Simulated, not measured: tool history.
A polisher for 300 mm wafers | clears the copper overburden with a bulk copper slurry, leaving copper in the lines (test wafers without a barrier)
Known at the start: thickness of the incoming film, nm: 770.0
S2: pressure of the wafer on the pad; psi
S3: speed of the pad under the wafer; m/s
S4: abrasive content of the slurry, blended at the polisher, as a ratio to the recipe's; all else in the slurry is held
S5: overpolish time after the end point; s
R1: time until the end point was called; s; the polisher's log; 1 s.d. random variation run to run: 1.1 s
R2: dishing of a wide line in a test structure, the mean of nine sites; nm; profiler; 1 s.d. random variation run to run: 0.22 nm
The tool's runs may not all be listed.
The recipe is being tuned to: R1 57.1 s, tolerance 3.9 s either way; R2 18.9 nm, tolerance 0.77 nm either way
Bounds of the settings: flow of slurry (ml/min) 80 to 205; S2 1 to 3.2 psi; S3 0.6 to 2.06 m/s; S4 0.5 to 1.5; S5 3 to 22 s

run 1 hour=0 | flow_of_slurry_(ml/min)=135 S2=2.1 S3=1.32 S4=1 S5=11 | R1=80.143 R2=30.223
run 2 hour=1.9 | flow_of_slurry_(ml/min)=145 S2=1.7 S3=1.58 S4=1.1 S5=8 | R1=86.911 R2=25.72
run 3 hour=7.1 | flow_of_slurry_(ml/min)=165 S2=1.6 S3=1.74 S4=1.25 S5=6 | R1=78.204 R2=22.93
run 4 hour=13.9 | flow_of_slurry_(ml/min)=180 S2=1.6 S3=1.86 S4=1.35 S5=5 | R1=72.276 R2=22.234
run 5 hour=16.4 | flow_of_slurry_(ml/min)=190 S2=1.6 S3=1.92 S4=1.4 S5=4 | R1=69.74 R2=19.865
run 6 hour=21.7 | flow_of_slurry_(ml/min)=190 S2=1.6 S3=2.06 S4=1.4 S5=4 | R1=66.683 R2=20.475
run 7 hour=25.4 | flow_of_slurry_(ml/min)=190 S2=1.6 S3=2.06 S4=1.4 S5=4 | R1=67.065 R2=20.109
-- hour=30.8 slurry blender recalibrated
run 8 hour=30.8 | flow_of_slurry_(ml/min)=190 S2=1.6 S3=2.06 S4=1.4 S5=4 | R1=59.091 R2=21.666
run 9 hour=38.6 | flow_of_slurry_(ml/min)=195 S2=1.6 S3=2.06 S4=1.45 S5=4 | R1=59.394 R2=21.71
run 10 hour=42.2 | flow_of_slurry_(ml/min)=200 S2=1.9 S3=2.06 S4=1.25 S5=4 | R1=52.678 R2=22.749
run 11 hour=44.1 | flow_of_slurry_(ml/min)=200 S2=1.9 S3=2.06 S4=1.25 S5=4 | R1=52.197 R2=23.633
run 12 hour=50.9 | flow_of_slurry_(ml/min)=200 S2=1.8 S3=2.06 S4=1.35 S5=4 | R1=52.992 R2=22.929
run 13 hour=52.8 | flow_of_slurry_(ml/min)=200 S2=1.7 S3=2.06 S4=1.4 S5=4 | R1=56.199 R2=22.782
run 14 hour=56.6 | flow_of_slurry_(ml/min)=170 S2=1.9 S3=2.06 S4=1.35 S5=4 | R1=53.419 R2=23.212
run 15 hour=64.3 | flow_of_slurry_(ml/min)=205 S2=1.3 S3=2.06 S4=1.5 S5=3 | R1=72.701 R2=15.66
run 16 hour=67 | flow_of_slurry_(ml/min)=205 S2=1.4 S3=2.06 S4=1.5 S5=3 | R1=65.171 R2=16.527
run 17 hour=74.2 | flow_of_slurry_(ml/min)=205 S2=1.5 S3=2.06 S4=1.5 S5=3 | R1=61.261 R2=17.462

4 next moves are on the table. One of them brings every result within its allowed miss. Which?
run A hour=81.4 | flow_of_slurry_(ml/min)=205 S2=1.5 S3=1.96 S4=1.5 S5=3 | R1=? R2=?
run B hour=81.4 | flow_of_slurry_(ml/min)=205 S2=1.7 S3=2.06 S4=1.5 S5=3 | R1=? R2=?
run C hour=81.4 | flow_of_slurry_(ml/min)=205 S2=1.4 S3=2.06 S4=1.35 S5=3 | R1=? R2=?
run D hour=81.4 | flow_of_slurry_(ml/min)=205 S2=1.4 S3=2.02 S4=1.45 S5=4 | R1=? R2=?

move=A R1=65.253 R2=16.76
move=B R1=55.535 R2=18.739
move=C R1=68.347 R2=16.193
move=D R1=68.471 R2=19.529
A: further off than the last run
B: every result within its allowed miss
C: further off than the last run
D: brings the last run's worst result on target, with another outside its allowed miss
So the answer is move B, the one that meets all the targets.

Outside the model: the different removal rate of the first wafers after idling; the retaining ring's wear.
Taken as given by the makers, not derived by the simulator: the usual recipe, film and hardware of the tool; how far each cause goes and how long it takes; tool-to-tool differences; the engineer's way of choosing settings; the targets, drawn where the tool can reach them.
